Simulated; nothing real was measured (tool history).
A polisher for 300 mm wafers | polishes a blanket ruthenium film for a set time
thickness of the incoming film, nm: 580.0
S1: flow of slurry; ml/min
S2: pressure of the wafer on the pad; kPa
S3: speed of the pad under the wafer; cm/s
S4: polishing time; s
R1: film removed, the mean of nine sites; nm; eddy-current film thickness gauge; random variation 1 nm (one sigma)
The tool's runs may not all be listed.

run  hour   S1    S2   S3  S4      R1
  1     0  215  16.5  122  34   57.94
  2   6.5  215  16.5  152  34  71.889
  3  15.2  220  18.6  152  34   81.47
  4  18.5  220  18.6  136  34  72.446
  5  23.2  220  18.6  136  34  73.274
     25.5  -- worn pad replaced by a new one
  6  25.5  220  18.6  136  34  78.975
  7  29.6  235    20  136  34  84.589
  8  35.5  250  20.7  136  34  87.294
  9  39.9  250  22.1  138  34  95.527

Forecast run 10:
 10  48.2  255  22.8  140  34   ?

R1: 100.67 nm
